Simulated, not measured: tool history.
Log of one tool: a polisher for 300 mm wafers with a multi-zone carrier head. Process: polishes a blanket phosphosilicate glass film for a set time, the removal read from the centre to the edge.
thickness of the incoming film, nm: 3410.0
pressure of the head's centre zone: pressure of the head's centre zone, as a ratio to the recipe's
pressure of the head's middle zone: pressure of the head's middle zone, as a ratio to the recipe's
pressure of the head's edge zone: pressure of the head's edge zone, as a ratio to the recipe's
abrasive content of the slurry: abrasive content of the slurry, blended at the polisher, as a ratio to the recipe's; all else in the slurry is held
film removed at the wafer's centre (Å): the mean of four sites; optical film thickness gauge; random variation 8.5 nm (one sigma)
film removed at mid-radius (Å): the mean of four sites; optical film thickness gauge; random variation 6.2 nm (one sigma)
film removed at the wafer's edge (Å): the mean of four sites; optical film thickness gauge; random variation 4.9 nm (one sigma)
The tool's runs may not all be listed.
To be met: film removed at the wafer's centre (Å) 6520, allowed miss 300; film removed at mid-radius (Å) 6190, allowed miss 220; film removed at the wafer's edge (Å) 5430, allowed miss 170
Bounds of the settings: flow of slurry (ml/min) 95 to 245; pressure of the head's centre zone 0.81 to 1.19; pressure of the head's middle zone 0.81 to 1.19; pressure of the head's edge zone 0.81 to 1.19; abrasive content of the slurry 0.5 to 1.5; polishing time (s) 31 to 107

run    day  flow of slurry (ml/min)  pressure of the head's centre zone  pressure of the head's middle zone  pressure of the head's edge zone  abrasive content of the slurry  polishing time (s)  film removed at the wafer's centre (Å)  film removed at mid-radius (Å)  film removed at the wafer's edge (Å)
  1      0                      155                                   1                                   1                                 1                               1                  69                                  4211.8                          4143.8                                4110.5
  2  0.362                      165                                1.03                                1.03                              1.01                            1.05                  69                                  4503.1                          4334.8                                4197.4
  3  0.583                      165                                1.03                                1.07                              1.01                            1.05                  69                                  4436.9                          4411.5                                4193.6
  4  0.675                      165                                1.03                                1.07                              1.05                            1.05                  69                                  4381.7                          4423.1                                4236.8
  5  0.871                      165                                1.03                                1.03                              1.05                            1.05                  69                                  4443.3                            4294                                  4329
  6  1.146                      175                                1.04                                1.05                              1.04                            1.15                  70                                  4699.9                          4538.5                                4511.8
  7  1.446                      180                                1.06                                1.07                              1.02                             1.2                  72                                    5199                          4813.2                                4643.3
  8  1.679                      185                                1.06                                1.09                              1.02                            1.25                  73                                  5164.4                          5058.6                                4800.4
  9  1.712                      190                                1.08                                1.11                              1.01                             1.3                  74                                  5448.4                          5207.1                                4916.3
 10  1.775                      195                                1.09                                1.12                                 1                            1.35                  75                                  5820.5                          5455.8                                5026.3
 11  2.067                      200                                1.09                                1.13                                 1                             1.4                  75                                  5842.5                          5538.2                                5185.8
 12  2.317                      200                                 1.1                                1.14                              0.99                             1.4                  76                                  5865.5                          5657.3                                  5118
 13  2.533                      200                                 1.1                                1.14                              0.99                             1.4                  76                                  5925.9                            5525                                  5142
 14  2.771                      205                                 1.1                                1.15                              0.98                             1.4                  77                                  6011.9                          5836.5                                5224.5
 15  3.058                      210                                1.11                                1.16                              0.98                             1.4                  77                                  6068.8                          5807.4                                5188.7
 16  3.092                      210                                1.11                                1.17                              0.98                             1.4                  77                                  5975.9                          5848.6                                5154.6

4 next moves are on the table. One of them brings every result within its allowed miss. Which?
  A  3.125                      205                                1.14                                1.12                              0.99                             1.4                  77                                       ?                               ?                                     ?
  B  3.125                      190                                1.07                                1.04                              0.92                             1.3                  84                                       ?                               ?                                     ?
  C  3.125                      215                                 1.1                                1.18                              0.94                            1.45                  80                                       ?                               ?                                     ?
  D  3.125                      200                                1.16                                1.15                              0.97                             1.3                  77                                       ?                               ?                                     ?

move  film removed at the wafer's centre (Å)  film removed at mid-radius (Å)  film removed at the wafer's edge (Å)
   A                                  6373.4                            5739                                  5255
   B                                  6285.2                          5834.9                                5363.8
   C                                  6509.9                          6230.8                                5411.8
   D                                  6308.7                          5656.3                                5066.9
A: brings the result that was furthest off to its target, and leaves another outside
B: brings the result that was furthest off to its target, and leaves another outside
C: meets every target
D: brings the result that was furthest off to its target, and leaves another outside
Answer: C

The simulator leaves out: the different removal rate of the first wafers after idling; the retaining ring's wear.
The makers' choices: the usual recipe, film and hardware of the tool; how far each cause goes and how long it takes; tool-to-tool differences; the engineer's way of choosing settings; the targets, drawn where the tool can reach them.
